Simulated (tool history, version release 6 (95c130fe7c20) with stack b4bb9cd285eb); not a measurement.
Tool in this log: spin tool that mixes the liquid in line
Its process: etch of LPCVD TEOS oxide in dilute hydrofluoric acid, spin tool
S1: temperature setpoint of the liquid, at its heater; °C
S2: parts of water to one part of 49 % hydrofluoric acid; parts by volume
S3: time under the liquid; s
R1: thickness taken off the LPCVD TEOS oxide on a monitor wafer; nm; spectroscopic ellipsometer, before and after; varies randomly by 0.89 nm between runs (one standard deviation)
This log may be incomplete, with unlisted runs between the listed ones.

Run 1, hour 0.0: S1 26.0 °C, S2 80 parts by volume, S3 130 s. Result: R1 85.385 nm.
Run 2, hour 5.0: S1 24.5 °C, S2 80 parts by volume, S3 130 s. Result: R1 81.173 nm.
Run 3, hour 13.2: S1 24.5 °C, S2 80 parts by volume, S3 130 s. Result: R1 79.979 nm.
Run 4, hour 22.0: S1 24.5 °C, S2 80 parts by volume, S3 130 s. Result: R1 80.742 nm.
Run 5, hour 30.3: S1 26.0 °C, S2 75 parts by volume, S3 130 s. Result: R1 91.984 nm.
Run 6, hour 32.4: S1 26.0 °C, S2 60 parts by volume, S3 130 s. Result: R1 116.760 nm.
Run 7, hour 40.3: S1 27.0 °C, S2 60 parts by volume, S3 130 s. Result: R1 123.650 nm.
Run 8, hour 44.4: S1 27.5 °C, S2 60 parts by volume, S3 130 s. Result: R1 124.970 nm.
Run 9, hour 48.4: S1 28.0 °C, S2 60 parts by volume, S3 130 s. Result: R1 126.830 nm.
Run 10, hour 54.1: S1 28.5 °C, S2 60 parts by volume, S3 130 s. Result: R1 129.560 nm.
Run 11, hour 62.1: S1 29.0 °C, S2 60 parts by volume, S3 130 s. Result: R1 133.180 nm.

Predict the results of run 12:
Run 12, hour 63.8: S1 29.5 °C, S2 60 parts by volume, S3 130 s. Result: R1 ?.

R1: 134.530 nm

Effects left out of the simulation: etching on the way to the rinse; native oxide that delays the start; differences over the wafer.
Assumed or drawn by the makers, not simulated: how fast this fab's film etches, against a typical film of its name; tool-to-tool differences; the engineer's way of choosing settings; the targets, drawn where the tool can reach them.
